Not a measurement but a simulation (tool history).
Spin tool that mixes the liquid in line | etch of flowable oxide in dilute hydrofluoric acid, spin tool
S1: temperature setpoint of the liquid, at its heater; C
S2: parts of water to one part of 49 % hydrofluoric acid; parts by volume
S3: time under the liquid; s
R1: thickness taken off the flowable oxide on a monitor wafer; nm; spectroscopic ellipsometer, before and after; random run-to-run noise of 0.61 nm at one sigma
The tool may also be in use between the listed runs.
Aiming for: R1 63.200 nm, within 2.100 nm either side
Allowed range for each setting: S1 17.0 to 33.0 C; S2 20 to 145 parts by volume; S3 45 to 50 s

Run 1, hour 0.0: S1 25.0 C, S2 80 parts by volume, S3 45 s. Result: R1 32.812 nm.
Run 2, hour 2.7: S1 25.0 C, S2 50 parts by volume, S3 45 s. Result: R1 54.784 nm.
Run 3, hour 10.4: S1 22.0 C, S2 50 parts by volume, S3 45 s. Result: R1 47.595 nm.
Run 4, hour 15.7: S1 22.0 C, S2 70 parts by volume, S3 45 s. Result: R1 33.497 nm.
Run 5, hour 20.0: S1 24.0 C, S2 70 parts by volume, S3 45 s. Result: R1 36.563 nm.
Run 6, hour 25.9: S1 24.0 C, S2 70 parts by volume, S3 45 s. Result: R1 36.118 nm.
Run 7, hour 27.0: S1 25.5 C, S2 70 parts by volume, S3 45 s. Result: R1 38.904 nm.
Run 8, hour 35.2: S1 26.5 C, S2 70 parts by volume, S3 45 s. Result: R1 40.629 nm.
Run 9, hour 42.2: S1 27.5 C, S2 70 parts by volume, S3 45 s. Result: R1 42.093 nm.
Run 10, hour 50.9: S1 28.5 C, S2 70 parts by volume, S3 45 s. Result: R1 43.430 nm.
Run 11, hour 52.3: S1 29.0 C, S2 65 parts by volume, S3 45 s. Result: R1 48.385 nm.
Run 12, hour 61.2: S1 29.5 C, S2 65 parts by volume, S3 45 s. Result: R1 49.052 nm.
Run 13, hour 67.0: S1 33.0 C, S2 55 parts by volume, S3 45 s. Result: R1 67.710 nm.

Below are 4 possible settings for the next run. Only one of them brings all results inside the allowed miss of their targets. Which is it?
Run A, hour 72.8: S1 32.0 C, S2 60 parts by volume, S3 45 s. Result: R1 ?.
Run B, hour 72.8: S1 28.5 C, S2 50 parts by volume, S3 45 s. Result: R1 ?.
Run C, hour 72.8: S1 32.0 C, S2 50 parts by volume, S3 45 s. Result: R1 ?.
Run D, hour 72.8: S1 28.5 C, S2 55 parts by volume, S3 45 s. Result: R1 ?.

move      R1
   A  59.707
   B  63.479
   C  72.804
   D  57.284
A: carries the result that was furthest off beyond its target, to the other side
B: all results in spec
C: further off than the last run
D: carries the result that was furthest off beyond its target, to the other side
So the answer is move B, the one that meets all the targets.
